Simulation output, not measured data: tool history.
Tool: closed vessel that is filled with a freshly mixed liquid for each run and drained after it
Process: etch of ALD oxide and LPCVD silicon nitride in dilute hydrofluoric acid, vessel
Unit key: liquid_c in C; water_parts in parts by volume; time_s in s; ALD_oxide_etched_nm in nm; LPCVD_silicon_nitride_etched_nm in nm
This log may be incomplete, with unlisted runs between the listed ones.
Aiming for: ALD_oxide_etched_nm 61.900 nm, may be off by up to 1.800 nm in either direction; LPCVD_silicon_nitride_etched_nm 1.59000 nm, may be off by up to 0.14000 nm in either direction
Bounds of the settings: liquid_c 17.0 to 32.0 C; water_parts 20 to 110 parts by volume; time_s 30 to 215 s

run  hour  liquid_c  water_parts  time_s  ALD_oxide_etched_nm  LPCVD_silicon_nitride_etched_nm
  1   0.0      24.0           60     110               34.328                          0.93086
  2   7.8      24.5           50     110               42.993                          1.17570
  3  16.8      24.5           50     150               58.390                          1.67540
  4  19.1      24.0           45     150               64.779                          1.67830
  5  25.3      24.0           45     110               47.579                          1.21280
  6  32.1      24.0           45      70               30.533                          0.81848
  7  39.3      24.5           35      75               42.655                          1.14990
  8  42.5      24.5           30      75               50.561                          1.30270
  9  49.5      25.0           30      75               50.733                          1.34270

Which single option among these 4 for the next run brings every result within its allowed miss of target? Just one does.
  A  56.5      26.0           40      75                    ?                                ?
  B  56.5      18.5           20      75                    ?                                ?
  C  56.5      17.0           20      80                    ?                                ?
  D  56.5      24.5           20      60                    ?                                ?

move  ALD_oxide_etched_nm  LPCVD_silicon_nitride_etched_nm
   A               39.616                          1.11520
   B               59.498                          1.30600
   C               59.449                          1.25300
   D               61.393                          1.57880
A: further off than the last run
B: nearer the targets than the last run, but a result is still out of spec
C: nearer the targets than the last run, but a result is still out of spec
D: each result inside its tolerance
D meets every target.

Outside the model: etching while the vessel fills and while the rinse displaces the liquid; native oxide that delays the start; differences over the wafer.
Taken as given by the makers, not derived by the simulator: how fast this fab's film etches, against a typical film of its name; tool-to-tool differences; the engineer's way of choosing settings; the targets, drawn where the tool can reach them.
